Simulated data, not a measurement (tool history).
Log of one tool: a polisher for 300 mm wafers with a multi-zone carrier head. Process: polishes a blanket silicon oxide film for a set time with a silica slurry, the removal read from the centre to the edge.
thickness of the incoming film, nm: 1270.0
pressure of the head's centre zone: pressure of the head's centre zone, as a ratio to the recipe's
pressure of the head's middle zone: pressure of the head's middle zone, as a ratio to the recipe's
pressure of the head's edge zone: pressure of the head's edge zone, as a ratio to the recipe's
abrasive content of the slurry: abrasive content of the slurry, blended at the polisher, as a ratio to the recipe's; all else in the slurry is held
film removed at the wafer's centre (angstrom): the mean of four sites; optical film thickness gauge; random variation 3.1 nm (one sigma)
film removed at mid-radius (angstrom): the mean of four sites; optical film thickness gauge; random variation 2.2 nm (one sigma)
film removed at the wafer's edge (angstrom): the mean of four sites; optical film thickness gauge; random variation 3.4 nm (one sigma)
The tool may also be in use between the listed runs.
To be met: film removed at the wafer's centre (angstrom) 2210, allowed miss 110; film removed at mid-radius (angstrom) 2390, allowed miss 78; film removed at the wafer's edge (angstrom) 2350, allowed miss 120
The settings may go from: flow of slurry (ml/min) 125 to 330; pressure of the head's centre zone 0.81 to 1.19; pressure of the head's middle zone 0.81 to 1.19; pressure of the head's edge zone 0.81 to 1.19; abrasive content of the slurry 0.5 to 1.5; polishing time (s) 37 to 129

run  hour  flow of slurry (ml/min)  pressure of the head's centre zone  pressure of the head's middle zone  pressure of the head's edge zone  abrasive content of the slurry  polishing time (s)  film removed at the wafer's centre (angstrom)  film removed at mid-radius (angstrom)  film removed at the wafer's edge (angstrom)
  1     0                      210                                   1                                   1                                 1                               1                  83                                         3038.5                                 3070.2                                       3028.3
  2   7.3                      210                                   1                                   1                              0.93                               1                  83                                         3103.4                                 3025.2                                       2904.9
  3  13.3                      205                                0.98                                0.99                              0.92                            0.95                  83                                         2855.7                                 2885.4                                       2849.9
  4  14.2                      205                                0.98                                0.99                              0.91                             0.9                  83                                         2849.5                                   2841                                       2748.1
  5  17.7                      205                                0.97                                0.99                               0.9                            0.85                  83                                         2735.8                                 2760.7                                       2648.6
  6  22.8                      205                                0.92                                0.99                               0.9                            0.85                  83                                         2595.6                                 2709.8                                       2671.6
  7  31.7                      205                                0.91                                0.99                              0.89                            0.85                  83                                         2520.4                                 2760.5                                       2564.2
  8  34.6                      200                                 0.9                                0.98                              0.88                            0.85                  83                                           2493                                 2721.4                                       2578.4
  9    42                      200                                0.89                                0.97                              0.87                            0.85                  83                                         2443.7                                 2695.6                                       2625.1

5 next moves are on the table. One of them brings every result within its allowed miss. Which?
  A  49.4                      145                                0.91                                0.93                              0.88                             0.8                  89                                              ?                                      ?                                            ?
  B  49.4                      225                                0.95                                0.95                              0.87                             0.8                  78                                              ?                                      ?                                            ?
  C  49.4                      150                                1.07                                0.81                               0.9                            0.85                  92                                              ?                                      ?                                            ?
  D  49.4                      165                                0.92                                   1                              0.93                            0.65                  88                                              ?                                      ?                                            ?
  E  49.4                      260                                1.02                                1.13                              0.81                            0.55                 101                                              ?                                      ?                                            ?

move  film removed at the wafer's centre (angstrom)  film removed at mid-radius (angstrom)  film removed at the wafer's edge (angstrom)
   A                                           2522                                 2615.8                                       2613.7
   B                                         2425.4                                 2444.1                                       2358.9
   C                                         3155.3                                 2528.5                                       2844.9
   D                                         2225.9                                 2415.2                                       2325.6
   E                                         2598.4                                 2810.6                                       2272.8
A: nearer than the last run, and not there yet
B: brings the result that was furthest off to its target, and leaves another outside
C: further off than the last run
D: meets every target
E: further off than the last run
Move D is the one to make.
